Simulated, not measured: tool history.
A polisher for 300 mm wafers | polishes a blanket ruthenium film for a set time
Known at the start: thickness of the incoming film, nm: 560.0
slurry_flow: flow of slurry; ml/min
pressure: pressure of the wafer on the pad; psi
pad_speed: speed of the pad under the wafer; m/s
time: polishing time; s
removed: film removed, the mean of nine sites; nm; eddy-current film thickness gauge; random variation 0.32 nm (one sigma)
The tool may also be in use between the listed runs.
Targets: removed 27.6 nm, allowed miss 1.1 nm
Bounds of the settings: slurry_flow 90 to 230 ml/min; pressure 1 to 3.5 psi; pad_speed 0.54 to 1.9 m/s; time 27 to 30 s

| run | day | slurry_flow | pressure | pad_speed | time | removed |
|---|---|---|---|---|---|---|
| 1 | 0 | 150 | 2.2 | 1.22 | 30 | 34.873 |
| 2 | 0.367 | 150 | 2.2 | 1.22 | 27 | 31.25 |
| 3 | 0.417 | 145 | 2.1 | 1.22 | 27 | 29.785 |
| 4 | 0.746 | 145 | 2.1 | 1.22 | 30 | 33.163 |
| 5 | 1.088 | 175 | 2.1 | 1.22 | 30 | 33.815 |
| 6 | 1.179 | 205 | 2.1 | 1.22 | 30 | 35.117 |
| 7 | 1.3 | 200 | 2 | 1.22 | 30 | 33.416 |
| 8 | 1.4 | 200 | 1.9 | 1.22 | 30 | 30.919 |
| 9 | 1.729 | 200 | 1.9 | 1.22 | 30 | 31.881 |
|  | 1.967 | slurry nozzle cleaned |
| 10 | 1.967 | 190 | 1.7 | 1.22 | 30 | 29.002 |

4 next moves are on the table. One of them brings every result within its allowed miss. Which?
| A | 2.204 | 165 | 2.1 | 1.2 | 27 | ? |
| B | 2.204 | 200 | 1.5 | 1.42 | 30 | ? |
| C | 2.204 | 215 | 1.9 | 1.24 | 28 | ? |
| D | 2.204 | 195 | 1.6 | 1.26 | 29 | ? |

| move | removed |
|---|---|
| A | 31.711 |
| B | 30.796 |
| C | 31.897 |
| D | 28.102 |
A: further off than the last run
B: further off than the last run
C: further off than the last run
D: meets every target
Move D is the one to make.
